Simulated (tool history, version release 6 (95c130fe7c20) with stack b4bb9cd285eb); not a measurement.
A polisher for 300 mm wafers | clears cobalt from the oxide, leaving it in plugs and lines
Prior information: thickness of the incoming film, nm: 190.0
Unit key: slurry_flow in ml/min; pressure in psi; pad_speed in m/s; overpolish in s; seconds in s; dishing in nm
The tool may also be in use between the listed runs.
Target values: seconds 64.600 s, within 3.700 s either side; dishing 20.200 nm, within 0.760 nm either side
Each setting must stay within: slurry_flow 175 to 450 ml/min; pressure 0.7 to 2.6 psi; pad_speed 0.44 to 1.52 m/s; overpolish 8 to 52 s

run 1 day=0.000 | slurry_flow=290 pressure=1.6 pad_speed=0.98 overpolish=26 | seconds=54.530 dishing=49.034
run 2 day=0.171 | slurry_flow=280 pressure=1.5 pad_speed=0.94 overpolish=22 | seconds=56.814 dishing=41.883
run 3 day=0.446 | slurry_flow=255 pressure=1.3 pad_speed=0.94 overpolish=19 | seconds=65.297 dishing=35.406
run 4 day=0.692 | slurry_flow=255 pressure=1.3 pad_speed=0.94 overpolish=13 | seconds=65.530 dishing=26.901
run 5 day=1.054 | slurry_flow=255 pressure=1.1 pad_speed=0.94 overpolish=13 | seconds=73.409 dishing=24.467
run 6 day=1.329 | slurry_flow=255 pressure=1.1 pad_speed=0.94 overpolish=8 | seconds=75.029 dishing=16.279
run 7 day=1.612 | slurry_flow=255 pressure=1.4 pad_speed=0.96 overpolish=11 | seconds=62.278 dishing=24.806
run 8 day=1.908 | slurry_flow=280 pressure=1.4 pad_speed=0.96 overpolish=11 | seconds=60.529 dishing=25.328
-- day=2.096 slurry nozzle cleaned
run 9 day=2.096 | slurry_flow=200 pressure=1.3 pad_speed=0.96 overpolish=8 | seconds=63.979 dishing=18.048
run 10 day=2.412 | slurry_flow=210 pressure=1.3 pad_speed=0.96 overpolish=8 | seconds=63.511 dishing=18.443
run 11 day=2.733 | slurry_flow=220 pressure=1.3 pad_speed=0.96 overpolish=8 | seconds=65.955 dishing=18.652
run 12 day=2.929 | slurry_flow=230 pressure=1.3 pad_speed=0.96 overpolish=8 | seconds=63.109 dishing=18.046
run 13 day=3.029 | slurry_flow=245 pressure=1.3 pad_speed=0.96 overpolish=8 | seconds=62.821 dishing=18.456
run 14 day=3.325 | slurry_flow=255 pressure=1.3 pad_speed=0.94 overpolish=8 | seconds=64.499 dishing=18.723
run 15 day=3.521 | slurry_flow=260 pressure=1.3 pad_speed=0.94 overpolish=8 | seconds=64.449 dishing=17.928
run 16 day=3.758 | slurry_flow=260 pressure=1.3 pad_speed=0.96 overpolish=8 | seconds=63.127 dishing=18.725
run 17 day=3.879 | slurry_flow=260 pressure=1.2 pad_speed=0.98 overpolish=13 | seconds=64.980 dishing=27.403
run 18 day=3.942 | slurry_flow=245 pressure=1.3 pad_speed=0.96 overpolish=13 | seconds=62.199 dishing=28.198
run 19 day=4.038 | slurry_flow=245 pressure=1.3 pad_speed=0.96 overpolish=13 | seconds=65.329 dishing=27.223
run 20 day=4.321 | slurry_flow=250 pressure=1.4 pad_speed=0.92 overpolish=13 | seconds=60.131 dishing=27.588
run 21 day=4.646 | slurry_flow=250 pressure=1.3 pad_speed=1.00 overpolish=13 | seconds=59.692 dishing=28.482
run 22 day=4.788 | slurry_flow=175 pressure=1.8 pad_speed=0.72 overpolish=8 | seconds=68.504 dishing=16.972
run 23 day=4.821 | slurry_flow=195 pressure=1.8 pad_speed=0.72 overpolish=8 | seconds=68.077 dishing=17.344
run 24 day=4.933 | slurry_flow=215 pressure=1.8 pad_speed=0.72 overpolish=8 | seconds=69.608 dishing=17.542
run 25 day=5.154 | slurry_flow=215 pressure=1.8 pad_speed=0.72 overpolish=8 | seconds=66.532 dishing=17.614
run 26 day=5.454 | slurry_flow=230 pressure=1.8 pad_speed=0.72 overpolish=8 | seconds=67.007 dishing=18.257

Exercise: of the 4 proposed moves below, exactly one satisfies all targets within the stated allowed misses. Which move is it?
run A day=5.754 | slurry_flow=315 pressure=1.6 pad_speed=0.72 overpolish=8 | seconds=? dishing=?
run B day=5.754 | slurry_flow=175 pressure=1.8 pad_speed=0.78 overpolish=9 | seconds=? dishing=?
run C day=5.754 | slurry_flow=185 pressure=1.9 pad_speed=0.82 overpolish=8 | seconds=? dishing=?
run D day=5.754 | slurry_flow=220 pressure=1.7 pad_speed=0.78 overpolish=8 | seconds=? dishing=?

move=A seconds=71.131 dishing=17.019
move=B seconds=65.276 dishing=20.250
move=C seconds=59.108 dishing=19.930
move=D seconds=65.636 dishing=18.236
A: the biggest miss grows against the last run
B: all results land within tolerance of their targets
C: corrects the largest miss of the last run, while another result sits out of spec
D: just as far off the targets as the last run
Correct choice: B, which meets every target
